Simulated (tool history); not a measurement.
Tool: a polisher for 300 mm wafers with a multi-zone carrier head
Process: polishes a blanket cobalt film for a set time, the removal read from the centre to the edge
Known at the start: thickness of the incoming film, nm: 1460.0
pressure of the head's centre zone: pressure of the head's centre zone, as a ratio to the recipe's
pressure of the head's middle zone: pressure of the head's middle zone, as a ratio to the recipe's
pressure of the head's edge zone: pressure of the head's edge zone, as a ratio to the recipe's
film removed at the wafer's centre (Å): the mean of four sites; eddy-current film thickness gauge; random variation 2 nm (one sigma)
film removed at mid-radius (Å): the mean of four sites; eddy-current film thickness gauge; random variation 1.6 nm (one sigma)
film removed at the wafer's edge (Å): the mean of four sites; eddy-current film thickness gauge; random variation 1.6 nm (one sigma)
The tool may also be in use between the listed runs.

run    day  flow of slurry (ml/min)  pressure of the head's centre zone  pressure of the head's middle zone  pressure of the head's edge zone  polishing time (s)  film removed at the wafer's centre (Å)  film removed at mid-radius (Å)  film removed at the wafer's edge (Å)
  1      0                      185                                   1                                   1                                 1                  66                                  2955.3                          2946.1                                2875.1
  2  0.104                      175                                1.01                                0.95                              0.97                  57                                  2562.9                          2467.8                                2476.7
  3  0.262                      170                                1.03                                0.92                              0.95                  50                                  2254.5                          2123.7                                2111.4
  4  0.371                      160                                1.05                                0.89                              0.95                  47                                  2095.2                          1892.9                                1970.9
  5  0.667                      160                                1.05                                0.89                              0.89                  47                                  2175.6                          1874.6                                  1954
  6  1.038                      155                                1.05                                0.88                              0.88                  45                                  2086.4                          1765.8                                1846.1
  7  1.321                      150                                1.04                                0.87                              0.87                  44                                  1947.2                          1730.5                                1788.3

The next listed run, before its measurement:
  8  1.475                      140                                1.05                                0.85                              0.86                  44                                       ?                               ?                                     ?

film removed at the wafer's centre (Å): 1946.9
film removed at mid-radius (Å): 1674.9
film removed at the wafer's edge (Å): 1748.1
